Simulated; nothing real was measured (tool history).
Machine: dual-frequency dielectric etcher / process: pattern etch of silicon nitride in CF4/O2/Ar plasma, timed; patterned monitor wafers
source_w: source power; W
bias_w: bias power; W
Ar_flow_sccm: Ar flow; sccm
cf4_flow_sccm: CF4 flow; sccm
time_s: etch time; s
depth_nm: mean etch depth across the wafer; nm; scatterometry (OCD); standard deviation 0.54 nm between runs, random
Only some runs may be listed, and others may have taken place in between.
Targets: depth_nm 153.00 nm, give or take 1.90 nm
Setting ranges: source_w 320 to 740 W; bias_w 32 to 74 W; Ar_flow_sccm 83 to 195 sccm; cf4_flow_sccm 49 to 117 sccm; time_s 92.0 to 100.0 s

{"run": 1, "hour": 0.0, "source_w": 530, "bias_w": 53, "Ar_flow_sccm": 139, "cf4_flow_sccm": 83, "time_s": 100.0, "depth_nm": 189.97}
{"run": 2, "hour": 1.7, "source_w": 530, "bias_w": 49, "Ar_flow_sccm": 139, "cf4_flow_sccm": 83, "time_s": 100.0, "depth_nm": 182.75}
{"run": 3, "hour": 9.5, "source_w": 500, "bias_w": 49, "Ar_flow_sccm": 139, "cf4_flow_sccm": 83, "time_s": 100.0, "depth_nm": 172.0}
{"run": 4, "hour": 16.9, "source_w": 420, "bias_w": 49, "Ar_flow_sccm": 139, "cf4_flow_sccm": 83, "time_s": 100.0, "depth_nm": 143.34}
{"run": 5, "hour": 21.7, "source_w": 420, "bias_w": 49, "Ar_flow_sccm": 139, "cf4_flow_sccm": 83, "time_s": 100.0, "depth_nm": 142.45}
{"run": 6, "hour": 26.6, "source_w": 420, "bias_w": 49, "Ar_flow_sccm": 139, "cf4_flow_sccm": 83, "time_s": 100.0, "depth_nm": 142.79}
{"run": 7, "hour": 31.0, "source_w": 430, "bias_w": 49, "Ar_flow_sccm": 139, "cf4_flow_sccm": 83, "time_s": 100.0, "depth_nm": 146.32}
{"run": 8, "hour": 33.6, "source_w": 440, "bias_w": 49, "Ar_flow_sccm": 139, "cf4_flow_sccm": 83, "time_s": 100.0, "depth_nm": 150.7}

Of the 4 settings listed for the next run, only one would bring every result within its allowed miss of target. Which one?
{"run": "A", "hour": 36.2, "source_w": 470, "bias_w": 54, "Ar_flow_sccm": 134, "cf4_flow_sccm": 71, "time_s": 92.5, "depth_nm": "?"}
{"run": "B", "hour": 36.2, "source_w": 440, "bias_w": 51, "Ar_flow_sccm": 136, "cf4_flow_sccm": 90, "time_s": 95.0, "depth_nm": "?"}
{"run": "C", "hour": 36.2, "source_w": 410, "bias_w": 57, "Ar_flow_sccm": 83, "cf4_flow_sccm": 84, "time_s": 100.0, "depth_nm": "?"}
{"run": "D", "hour": 36.2, "source_w": 480, "bias_w": 41, "Ar_flow_sccm": 123, "cf4_flow_sccm": 85, "time_s": 96.0, "depth_nm": "?"}

move=A depth_nm=152.98
move=B depth_nm=148.38
move=C depth_nm=160.21
move=D depth_nm=149.34
A: all results land within tolerance of their targets
B: the biggest miss grows against the last run
C: takes the biggest miss from the last run beyond its target
D: the biggest miss grows against the last run
A meets every target.

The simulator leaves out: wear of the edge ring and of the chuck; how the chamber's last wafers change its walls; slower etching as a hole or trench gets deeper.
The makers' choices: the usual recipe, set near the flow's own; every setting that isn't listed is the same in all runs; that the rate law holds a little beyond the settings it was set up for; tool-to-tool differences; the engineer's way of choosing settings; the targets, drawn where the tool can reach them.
